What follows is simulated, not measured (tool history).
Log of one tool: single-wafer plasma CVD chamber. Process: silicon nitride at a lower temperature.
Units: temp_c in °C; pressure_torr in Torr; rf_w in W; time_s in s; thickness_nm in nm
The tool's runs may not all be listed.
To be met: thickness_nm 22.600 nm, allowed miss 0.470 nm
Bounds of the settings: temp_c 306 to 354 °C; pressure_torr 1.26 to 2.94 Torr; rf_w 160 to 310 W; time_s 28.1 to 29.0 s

run 1 hour=0.0 | temp_c=330 pressure_torr=2.10 rf_w=235 time_s=28.1 | thickness_nm=29.008
run 2 hour=4.6 | temp_c=330 pressure_torr=2.02 rf_w=230 time_s=28.1 | thickness_nm=28.309
run 3 hour=10.8 | temp_c=330 pressure_torr=1.95 rf_w=225 time_s=28.1 | thickness_nm=27.526
run 4 hour=13.2 | temp_c=340 pressure_torr=1.95 rf_w=225 time_s=28.1 | thickness_nm=27.514
run 5 hour=17.6 | temp_c=340 pressure_torr=1.89 rf_w=220 time_s=28.1 | thickness_nm=26.885
run 6 hour=19.6 | temp_c=340 pressure_torr=1.89 rf_w=230 time_s=28.1 | thickness_nm=27.605
run 7 hour=22.9 | temp_c=340 pressure_torr=1.82 rf_w=225 time_s=28.1 | thickness_nm=26.814
run 8 hour=29.9 | temp_c=340 pressure_torr=1.76 rf_w=220 time_s=28.1 | thickness_nm=26.222
run 9 hour=35.9 | temp_c=340 pressure_torr=1.71 rf_w=215 time_s=28.1 | thickness_nm=25.418
run 10 hour=43.9 | temp_c=340 pressure_torr=1.66 rf_w=215 time_s=28.1 | thickness_nm=25.211
run 11 hour=45.4 | temp_c=340 pressure_torr=1.62 rf_w=215 time_s=28.1 | thickness_nm=25.025
run 12 hour=49.8 | temp_c=340 pressure_torr=1.58 rf_w=215 time_s=28.1 | thickness_nm=24.906
run 13 hour=50.5 | temp_c=340 pressure_torr=1.29 rf_w=190 time_s=28.1 | thickness_nm=21.171
run 14 hour=55.2 | temp_c=340 pressure_torr=1.32 rf_w=190 time_s=28.1 | thickness_nm=21.384
run 15 hour=62.4 | temp_c=340 pressure_torr=1.35 rf_w=190 time_s=28.1 | thickness_nm=21.492
run 16 hour=70.3 | temp_c=340 pressure_torr=1.65 rf_w=195 time_s=28.1 | thickness_nm=23.438
run 17 hour=72.1 | temp_c=340 pressure_torr=1.63 rf_w=195 time_s=28.1 | thickness_nm=23.408
run 18 hour=80.4 | temp_c=340 pressure_torr=1.61 rf_w=195 time_s=28.1 | thickness_nm=23.293
run 19 hour=86.4 | temp_c=340 pressure_torr=1.60 rf_w=195 time_s=28.1 | thickness_nm=23.312
run 20 hour=94.4 | temp_c=340 pressure_torr=1.59 rf_w=195 time_s=28.1 | thickness_nm=23.266
run 21 hour=100.6 | temp_c=340 pressure_torr=1.58 rf_w=195 time_s=28.1 | thickness_nm=23.081
run 22 hour=105.3 | temp_c=340 pressure_torr=1.57 rf_w=195 time_s=28.1 | thickness_nm=23.178
run 23 hour=107.4 | temp_c=340 pressure_torr=1.56 rf_w=195 time_s=28.1 | thickness_nm=23.082

Which of these 5 next moves meets every target?
run A hour=109.5 | temp_c=336 pressure_torr=1.71 rf_w=185 time_s=29.0 | thickness_nm=?
run B hour=109.5 | temp_c=338 pressure_torr=1.78 rf_w=170 time_s=29.0 | thickness_nm=?
run C hour=109.5 | temp_c=340 pressure_torr=1.75 rf_w=185 time_s=29.0 | thickness_nm=?
run D hour=109.5 | temp_c=343 pressure_torr=1.52 rf_w=205 time_s=28.1 | thickness_nm=?
run E hour=109.5 | temp_c=341 pressure_torr=1.52 rf_w=200 time_s=28.5 | thickness_nm=?

move=A thickness_nm=23.635
move=B thickness_nm=22.414
move=C thickness_nm=23.765
move=D thickness_nm=23.704
move=E thickness_nm=23.631
A: further off than the last run
B: meets every target
C: further off than the last run
D: further off than the last run
E: further off than the last run
Move B is the one to make.

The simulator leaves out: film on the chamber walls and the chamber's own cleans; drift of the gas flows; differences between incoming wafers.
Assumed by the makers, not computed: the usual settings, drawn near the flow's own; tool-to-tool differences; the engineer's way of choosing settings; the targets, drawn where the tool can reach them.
